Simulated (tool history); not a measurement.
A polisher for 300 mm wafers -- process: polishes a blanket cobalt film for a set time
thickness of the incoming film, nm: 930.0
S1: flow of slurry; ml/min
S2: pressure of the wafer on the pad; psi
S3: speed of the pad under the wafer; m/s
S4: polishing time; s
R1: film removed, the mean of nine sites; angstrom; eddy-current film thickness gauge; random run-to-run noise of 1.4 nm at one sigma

| run | hour | S1 | S2 | S3 | S4 | R1 |
|---|---|---|---|---|---|---|
| 1 | 0.0 | 150 | 1.6 | 1.28 | 42 | 2703.5 |
| 2 | 2.8 | 145 | 1.4 | 1.26 | 42 | 2250.4 |
| 3 | 9.0 | 140 | 1.3 | 1.26 | 42 | 2087.5 |
| 4 | 14.7 | 135 | 1.2 | 1.26 | 42 | 1923.0 |
| 5 | 23.4 | 135 | 1.2 | 1.26 | 44 | 2005.1 |
| 6 | 27.5 | 135 | 1.2 | 1.38 | 44 | 2215.0 |
| 7 | 35.7 | 130 | 1.1 | 1.36 | 44 | 1989.7 |

For run 8, what comes out?
| 8 | 39.1 | 125 | 1.0 | 1.36 | 44 | ? |

{"run 8": {"R1": 1768.4}}
